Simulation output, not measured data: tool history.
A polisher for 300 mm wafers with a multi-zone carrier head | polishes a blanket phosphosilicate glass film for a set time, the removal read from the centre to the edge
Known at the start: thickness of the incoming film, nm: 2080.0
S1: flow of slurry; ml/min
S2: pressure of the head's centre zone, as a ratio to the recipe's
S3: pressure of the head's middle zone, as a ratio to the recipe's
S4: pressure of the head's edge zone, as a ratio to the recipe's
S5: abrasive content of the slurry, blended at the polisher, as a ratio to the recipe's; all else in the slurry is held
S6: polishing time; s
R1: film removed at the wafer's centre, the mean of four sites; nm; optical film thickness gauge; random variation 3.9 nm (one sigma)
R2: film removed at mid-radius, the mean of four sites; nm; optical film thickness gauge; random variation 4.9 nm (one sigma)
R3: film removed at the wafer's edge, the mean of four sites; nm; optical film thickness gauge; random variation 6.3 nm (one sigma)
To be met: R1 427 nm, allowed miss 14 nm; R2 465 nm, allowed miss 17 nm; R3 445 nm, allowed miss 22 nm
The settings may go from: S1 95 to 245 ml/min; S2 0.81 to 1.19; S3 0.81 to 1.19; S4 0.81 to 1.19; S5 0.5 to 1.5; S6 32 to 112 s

Run 1, day 0: S1 155 ml/min, S2 1, S3 1, S4 1, S5 1, S6 72 s. Result: R1 390.32 nm, R2 391.98 nm, R3 379.12 nm.
Run 2, day 0.362: S1 170 ml/min, S2 0.99, S3 1.02, S4 1.03, S5 1.05, S6 72 s. Result: R1 399.59 nm, R2 401.4 nm, R3 400.68 nm.
Run 3, day 0.675: S1 175 ml/min, S2 0.99, S3 1.05, S4 1.04, S5 1.1, S6 72 s. Result: R1 410.57 nm, R2 428.81 nm, R3 403.49 nm.
Run 4, day 0.825: S1 175 ml/min, S2 0.99, S3 0.99, S4 1.04, S5 1.1, S6 72 s. Result: R1 412.68 nm, R2 401.89 nm, R3 406.22 nm.
Run 5, day 0.938: S1 180 ml/min, S2 0.98, S3 1.02, S4 1.06, S5 1.15, S6 72 s. Result: R1 417.21 nm, R2 424.1 nm, R3 423.1 nm.
Run 6, day 1.088: S1 185 ml/min, S2 0.98, S3 1.04, S4 1.07, S5 1.15, S6 72 s. Result: R1 416.58 nm, R2 432.06 nm, R3 417.89 nm.
Run 7, day 1.254: S1 185 ml/min, S2 0.98, S3 1.04, S4 1.07, S5 1.15, S6 72 s. Result: R1 423.86 nm, R2 433.31 nm, R3 416.04 nm.
Run 8, day 1.488: S1 180 ml/min, S2 0.97, S3 1.04, S4 1.07, S5 1.2, S6 72 s. Result: R1 426.09 nm, R2 433.21 nm, R3 432.66 nm.
Run 9, day 1.517: S1 180 ml/min, S2 0.97, S3 1.04, S4 1.07, S5 1.2, S6 72 s. Result: R1 416.55 nm, R2 430.07 nm, R3 419.6 nm.
Run 10, day 1.7: S1 185 ml/min, S2 0.96, S3 1.05, S4 1.08, S5 1.2, S6 72 s. Result: R1 412.88 nm, R2 438.34 nm, R3 431.96 nm.
Run 11, day 2.067: S1 190 ml/min, S2 0.96, S3 1.06, S4 1.08, S5 1.2, S6 72 s. Result: R1 415.8 nm, R2 443.22 nm, R3 424.8 nm.

Which of these 4 next moves meets every target?
Run A, day 2.433: S1 240 ml/min, S2 0.92, S3 1.14, S4 1.06, S5 1.1, S6 70 s. Result: R1 ?, R2 ?, R3 ?.
Run B, day 2.433: S1 200 ml/min, S2 0.93, S3 1.13, S4 1.02, S5 1.25, S6 75 s. Result: R1 ?, R2 ?, R3 ?.
Run C, day 2.433: S1 190 ml/min, S2 1, S3 1.19, S4 0.99, S5 1.15, S6 68 s. Result: R1 ?, R2 ?, R3 ?.
Run D, day 2.433: S1 230 ml/min, S2 0.95, S3 1.08, S4 1.09, S5 1.5, S6 67 s. Result: R1 ?, R2 ?, R3 ?.

move      R1      R2      R3
   A  392.09  462.33  403.62
   B  433.39  503.18  438.19
   C  406.34  458.61  377.77
   D  430.89  470.02  436.11
A: brings the result that was furthest off to its target, and leaves another outside
B: takes the result that was furthest off past its target
C: brings the result that was furthest off to its target, and leaves another outside
D: meets every target
The right move is D.
